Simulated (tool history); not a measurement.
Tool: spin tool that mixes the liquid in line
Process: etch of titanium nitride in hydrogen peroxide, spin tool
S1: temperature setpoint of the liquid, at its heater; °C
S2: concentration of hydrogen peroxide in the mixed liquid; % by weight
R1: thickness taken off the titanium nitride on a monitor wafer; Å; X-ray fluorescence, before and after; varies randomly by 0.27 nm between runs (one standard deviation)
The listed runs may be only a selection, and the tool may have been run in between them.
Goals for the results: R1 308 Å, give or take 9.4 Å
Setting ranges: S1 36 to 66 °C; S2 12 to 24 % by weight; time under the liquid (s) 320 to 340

{"run": 1, "hour": 0.0, "S1": 52, "S2": 16, "time under the liquid (s)": 320, "R1": 151.9}
{"run": 2, "hour": 1.6, "S1": 53.5, "S2": 16, "time under the liquid (s)": 320, "R1": 166.79}
{"run": 3, "hour": 9.0, "S1": 53.5, "S2": 16, "time under the liquid (s)": 340, "R1": 175.28}
{"run": 4, "hour": 17.9, "S1": 55, "S2": 16, "time under the liquid (s)": 340, "R1": 197.46}
{"run": 5, "hour": 26.7, "S1": 56, "S2": 16, "time under the liquid (s)": 340, "R1": 211.55}
{"run": 6, "hour": 31.6, "S1": 57, "S2": 16, "time under the liquid (s)": 340, "R1": 222.37}
{"run": 7, "hour": 40.2, "S1": 58, "S2": 16, "time under the liquid (s)": 340, "R1": 239.91}
{"run": 8, "hour": 41.5, "S1": 58.5, "S2": 16, "time under the liquid (s)": 340, "R1": 245.64}
{"run": 9, "hour": 42.7, "S1": 58.5, "S2": 16, "time under the liquid (s)": 340, "R1": 247.22}
{"run": 10, "hour": 47.7, "S1": 59, "S2": 16, "time under the liquid (s)": 340, "R1": 261.11}
{"run": 11, "hour": 55.7, "S1": 59.5, "S2": 16, "time under the liquid (s)": 340, "R1": 270.7}
{"run": 12, "hour": 63.6, "S1": 60, "S2": 16, "time under the liquid (s)": 340, "R1": 275.05}
{"run": 13, "hour": 70.9, "S1": 60.5, "S2": 16, "time under the liquid (s)": 340, "R1": 291.59}
{"run": 14, "hour": 75.6, "S1": 61, "S2": 16, "time under the liquid (s)": 340, "R1": 297.1}

5 next moves are on the table. One of them brings every result within its allowed miss. Which?
{"run": "A", "hour": 80.3, "S1": 61.5, "S2": 13, "time under the liquid (s)": 320, "R1": "?"}
{"run": "B", "hour": 80.3, "S1": 60.5, "S2": 14.5, "time under the liquid (s)": 340, "R1": "?"}
{"run": "C", "hour": 80.3, "S1": 62, "S2": 15.5, "time under the liquid (s)": 335, "R1": "?"}
{"run": "D", "hour": 80.3, "S1": 61, "S2": 14.5, "time under the liquid (s)": 335, "R1": "?"}
{"run": "E", "hour": 80.3, "S1": 62.5, "S2": 12, "time under the liquid (s)": 320, "R1": "?"}

move=A R1=273.74
move=B R1=278.15
move=C R1=307.53
move=D R1=283.49
move=E R1=287.91
A: the biggest miss grows against the last run
B: the biggest miss grows against the last run
C: hits every target within its allowed miss
D: the biggest miss grows against the last run
E: the biggest miss grows against the last run
The right move is C.
